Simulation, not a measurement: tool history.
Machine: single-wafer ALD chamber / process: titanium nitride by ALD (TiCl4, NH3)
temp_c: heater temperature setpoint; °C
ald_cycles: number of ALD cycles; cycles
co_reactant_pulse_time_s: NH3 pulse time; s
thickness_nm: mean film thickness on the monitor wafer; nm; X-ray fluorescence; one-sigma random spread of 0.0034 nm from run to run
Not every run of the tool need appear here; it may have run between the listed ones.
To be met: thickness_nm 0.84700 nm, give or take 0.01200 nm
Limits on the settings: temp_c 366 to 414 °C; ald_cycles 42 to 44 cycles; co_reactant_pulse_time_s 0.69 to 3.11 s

run,hour,temp_c,ald_cycles,co_reactant_pulse_time_s,thickness_nm
1,0.0,390,44,1.90,0.94140
2,3.0,390,42,1.90,0.89611
3,7.7,390,42,1.45,0.88224
4,11.6,389,42,1.36,0.87159
5,12.6,389,42,1.36,0.86922
6,16.0,388,42,1.33,0.86676
7,18.6,387,42,1.31,0.86735
8,19.2,387,42,1.27,0.85579

Of the 4 settings listed for the next run, only one would bring every result within its allowed miss of target. Which one?
A,19.8,385,44,1.21,?
B,19.8,375,43,1.23,?
C,19.8,387,42,1.39,?
D,19.8,384,44,1.12,?

move,thickness_nm
A,0.88889
B,0.85061
C,0.86773
D,0.87529
A: the biggest miss grows against the last run
B: every result lands within tolerance
C: the biggest miss grows against the last run
D: the biggest miss grows against the last run
Correct choice: B, which meets every target
